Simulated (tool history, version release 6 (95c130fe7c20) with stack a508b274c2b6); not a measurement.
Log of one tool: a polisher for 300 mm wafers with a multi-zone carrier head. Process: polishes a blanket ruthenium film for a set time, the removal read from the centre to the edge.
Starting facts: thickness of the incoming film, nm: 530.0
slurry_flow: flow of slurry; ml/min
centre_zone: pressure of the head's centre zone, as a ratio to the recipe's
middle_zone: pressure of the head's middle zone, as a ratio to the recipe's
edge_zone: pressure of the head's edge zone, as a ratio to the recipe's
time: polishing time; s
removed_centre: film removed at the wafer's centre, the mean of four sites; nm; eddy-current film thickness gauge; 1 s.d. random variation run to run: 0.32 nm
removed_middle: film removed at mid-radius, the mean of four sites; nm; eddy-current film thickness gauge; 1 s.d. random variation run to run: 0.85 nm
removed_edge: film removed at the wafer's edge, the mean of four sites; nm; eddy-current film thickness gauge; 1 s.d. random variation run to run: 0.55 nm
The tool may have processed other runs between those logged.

run	hour	slurry_flow	centre_zone	middle_zone	edge_zone	time	removed_centre	removed_middle	removed_edge
1	0.0	250	1.00	1.00	1.00	70	72.161	70.778	75.530
2	3.8	250	0.92	1.00	1.00	70	67.521	73.290	75.729
3	11.9	250	0.91	1.00	0.98	68	64.999	67.942	71.225
4	13.0	250	0.91	0.93	0.98	68	64.564	65.650	71.238
5	16.7	245	0.90	0.95	0.96	67	62.717	65.380	68.733
6	21.6	240	0.89	0.96	0.94	67	61.508	66.930	70.059
7	29.5	255	0.89	0.97	0.93	65	60.029	66.546	66.357
# hour 33.6: slurry nozzle cleaned
8	33.6	260	0.89	0.96	0.92	64	61.906	66.245	65.797
9	39.4	255	0.89	0.96	0.91	63	60.452	66.177	66.569
10	48.3	255	0.89	0.96	0.91	63	61.168	64.811	65.726
11	55.6	220	0.83	1.02	0.81	56	49.820	59.911	55.095

Run 12 comes next. What will it give?
12	59.9	225	0.83	1.02	0.81	56	?	?	?

removed_centre: 49.296 nm
removed_middle: 59.367 nm
removed_edge: 55.524 nm
